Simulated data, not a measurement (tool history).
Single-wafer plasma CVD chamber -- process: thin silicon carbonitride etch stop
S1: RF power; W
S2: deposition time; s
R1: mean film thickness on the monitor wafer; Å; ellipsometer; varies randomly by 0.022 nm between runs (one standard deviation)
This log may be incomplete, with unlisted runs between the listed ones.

run,hour,S1,S2,R1
1,0.0,160,8.59,48.171
2,4.5,160,9.36,52.456
3,6.3,165,9.40,52.628
4,14.0,170,9.50,53.960
5,15.6,170,10.71,60.497
6,21.7,165,10.68,60.145
7,27.5,160,10.65,59.730
8,34.9,160,10.62,59.697
9,35.8,160,10.58,59.202

For run 10, what comes out?
10,44.1,160,10.56,?

{"run 10": {"R1": 59.28}}
